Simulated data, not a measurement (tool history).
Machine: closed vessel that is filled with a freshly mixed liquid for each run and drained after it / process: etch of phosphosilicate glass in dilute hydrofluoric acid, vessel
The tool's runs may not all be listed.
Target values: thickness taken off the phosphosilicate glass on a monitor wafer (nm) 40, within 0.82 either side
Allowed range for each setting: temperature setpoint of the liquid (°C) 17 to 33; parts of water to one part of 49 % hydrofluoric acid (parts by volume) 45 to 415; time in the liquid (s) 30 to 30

run,hour,temperature setpoint of the liquid (°C),parts of water to one part of 49 % hydrofluoric acid (parts by volume),time in the liquid (s),thickness taken off the phosphosilicate glass on a monitor wafer (nm)
1,0,25,230,30,15.817
2,3.8,21.5,230,30,14.087
3,8.6,24.5,195,30,19.126
4,17.4,27,170,30,24.844
5,19.5,28.5,160,30,28.178
6,25.6,30,160,30,29.703
7,26.6,31,150,30,33.36
8,29.7,31.5,145,30,35.106
9,38.8,32,140,30,37.716
# hour 41.6: thermometer replaced
10,41.6,32.5,140,30,35.637
11,43,32.5,135,30,37.471

5 candidate next runs follow, results not yet known. Just one meets every target within its allowed miss. Identify it.
A,44.4,32,130,30,?
B,44.4,33,145,30,?
C,44.4,33,135,30,?
D,44.4,32,120,30,?
E,44.4,33,130,30,?

move,thickness taken off the phosphosilicate glass on a monitor wafer (nm)
A,38.714
B,35.207
C,38.356
D,42.541
E,40.119
A: moves toward the targets from the last run without getting all of them in spec
B: misses by more than the last run did
C: moves toward the targets from the last run without getting all of them in spec
D: pushes the last run's worst result past its target
E: all results in spec
Move E is the one to make.
